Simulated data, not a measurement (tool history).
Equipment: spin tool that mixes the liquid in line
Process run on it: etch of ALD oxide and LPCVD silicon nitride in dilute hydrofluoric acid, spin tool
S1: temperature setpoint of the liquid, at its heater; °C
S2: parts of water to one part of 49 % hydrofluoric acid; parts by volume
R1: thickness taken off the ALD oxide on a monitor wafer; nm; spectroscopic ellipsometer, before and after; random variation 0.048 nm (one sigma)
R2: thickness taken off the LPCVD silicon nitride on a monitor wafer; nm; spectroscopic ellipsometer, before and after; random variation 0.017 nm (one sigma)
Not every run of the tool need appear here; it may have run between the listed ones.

Run 1, hour 0: S1 23 °C, S2 80 parts by volume, time under the liquid (s) 180. Result: R1 20.043 nm, R2 1.04 nm.
Run 2, hour 5.6: S1 23 °C, S2 80 parts by volume, time under the liquid (s) 240. Result: R1 26.878 nm, R2 1.3587 nm.
Run 3, hour 13.6: S1 23 °C, S2 80 parts by volume, time under the liquid (s) 210. Result: R1 23.401 nm, R2 1.0853 nm.
Run 4, hour 18.9: S1 23 °C, S2 80 parts by volume, time under the liquid (s) 260. Result: R1 28.99 nm, R2 1.4541 nm.
Run 5, hour 20.8: S1 23 °C, S2 80 parts by volume, time under the liquid (s) 330. Result: R1 37.061 nm, R2 1.8541 nm.
Run 6, hour 23.5: S1 23 °C, S2 65 parts by volume, time under the liquid (s) 330. Result: R1 46.524 nm, R2 2.1192 nm.
Run 7, hour 24.9: S1 22 °C, S2 75 parts by volume, time under the liquid (s) 320. Result: R1 36.711 nm, R2 1.6508 nm.
Run 8, hour 26.4: S1 22 °C, S2 75 parts by volume, time under the liquid (s) 320. Result: R1 36.595 nm, R2 1.6751 nm.

What will run 9 give?
Run 9, hour 31.8: S1 21.5 °C, S2 85 parts by volume, time under the liquid (s) 320. Result: R1 ?, R2 ?.

{"run 9": {"R1": 31.222, "R2": 1.4907}}

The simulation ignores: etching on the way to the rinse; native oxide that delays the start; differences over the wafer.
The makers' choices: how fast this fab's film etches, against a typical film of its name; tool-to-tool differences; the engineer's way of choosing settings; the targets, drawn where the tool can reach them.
